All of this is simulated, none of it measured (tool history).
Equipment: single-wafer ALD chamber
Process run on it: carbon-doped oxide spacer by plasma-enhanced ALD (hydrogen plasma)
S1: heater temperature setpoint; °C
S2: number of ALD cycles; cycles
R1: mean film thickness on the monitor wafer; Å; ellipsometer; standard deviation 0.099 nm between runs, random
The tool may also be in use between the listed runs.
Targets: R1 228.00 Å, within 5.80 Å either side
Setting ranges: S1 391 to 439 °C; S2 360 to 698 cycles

run  hour   S1   S2      R1
  1   0.0  415  529  261.56
  2   8.4  417  510  251.36
  3  13.5  417  482  234.94
  4  16.0  418  479  233.88
  5  19.9  418  554  269.56
     27.8  -- thermocouple changed; heater temperature recalibrated
  6  27.8  418  524  258.65
  7  35.6  427  446  213.35
  8  38.7  425  454  220.02
  9  45.7  424  459  220.75

Of the 4 settings listed for the next run, only one would bring every result within its allowed miss of target. Which one?
  A  52.7  421  472   ?
  B  52.7  427  440   ?
  C  52.7  420  423   ?
  D  52.7  422  441   ?

move      R1
   A  230.88
   B  210.50
   C  207.67
   D  214.93
A: each result inside its tolerance
B: the biggest miss grows against the last run
C: the biggest miss grows against the last run
D: the biggest miss grows against the last run
So the answer is move A, the one that meets all the targets.
